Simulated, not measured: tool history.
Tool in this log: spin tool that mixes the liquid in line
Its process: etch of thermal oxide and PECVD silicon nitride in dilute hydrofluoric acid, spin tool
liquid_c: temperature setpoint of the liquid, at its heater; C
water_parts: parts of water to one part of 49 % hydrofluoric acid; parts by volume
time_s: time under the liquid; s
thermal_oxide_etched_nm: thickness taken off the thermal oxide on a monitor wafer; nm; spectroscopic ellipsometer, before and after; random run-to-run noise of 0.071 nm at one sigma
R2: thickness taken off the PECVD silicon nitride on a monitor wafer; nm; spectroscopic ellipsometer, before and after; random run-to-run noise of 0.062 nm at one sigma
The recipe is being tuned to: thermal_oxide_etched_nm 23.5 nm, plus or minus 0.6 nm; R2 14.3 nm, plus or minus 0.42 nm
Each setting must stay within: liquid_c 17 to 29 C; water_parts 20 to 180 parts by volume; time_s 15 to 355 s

run 1 day=0 | liquid_c=21 water_parts=100 time_s=180 | thermal_oxide_etched_nm=7.2829 R2=4.8006
run 2 day=0.058 | liquid_c=21.5 water_parts=90 time_s=185 | thermal_oxide_etched_nm=8.5985 R2=5.6919
run 3 day=0.412 | liquid_c=21.5 water_parts=90 time_s=260 | thermal_oxide_etched_nm=12.132 R2=7.9864
run 4 day=0.454 | liquid_c=21.5 water_parts=80 time_s=255 | thermal_oxide_etched_nm=13.515 R2=8.7349
run 5 day=0.496 | liquid_c=21.5 water_parts=70 time_s=250 | thermal_oxide_etched_nm=15.275 R2=9.7892
run 6 day=0.65 | liquid_c=21.5 water_parts=95 time_s=250 | thermal_oxide_etched_nm=10.957 R2=7.1936
run 7 day=0.729 | liquid_c=21.5 water_parts=55 time_s=235 | thermal_oxide_etched_nm=18.571 R2=11.639
run 8 day=0.804 | liquid_c=21.5 water_parts=50 time_s=235 | thermal_oxide_etched_nm=20.68 R2=12.636

5 next moves are on the table. One of them brings every result within its allowed miss. Which?
run A day=0.879 | liquid_c=23 water_parts=50 time_s=235 | thermal_oxide_etched_nm=? R2=?
run B day=0.879 | liquid_c=20.5 water_parts=50 time_s=260 | thermal_oxide_etched_nm=? R2=?
run C day=0.879 | liquid_c=21 water_parts=45 time_s=245 | thermal_oxide_etched_nm=? R2=?
run D day=0.879 | liquid_c=21 water_parts=50 time_s=255 | thermal_oxide_etched_nm=? R2=?
run E day=0.879 | liquid_c=22.5 water_parts=70 time_s=340 | thermal_oxide_etched_nm=? R2=?

move=A thermal_oxide_etched_nm=21.976 R2=14.098
move=B thermal_oxide_etched_nm=21.896 R2=13.141
move=C thermal_oxide_etched_nm=23.559 R2=14.202
move=D thermal_oxide_etched_nm=21.933 R2=13.341
move=E thermal_oxide_etched_nm=21.689 R2=14.184
A: better than the last run, though not everything is in spec
B: better than the last run, though not everything is in spec
C: every result within its allowed miss
D: better than the last run, though not everything is in spec
E: better than the last run, though not everything is in spec
C meets every target.

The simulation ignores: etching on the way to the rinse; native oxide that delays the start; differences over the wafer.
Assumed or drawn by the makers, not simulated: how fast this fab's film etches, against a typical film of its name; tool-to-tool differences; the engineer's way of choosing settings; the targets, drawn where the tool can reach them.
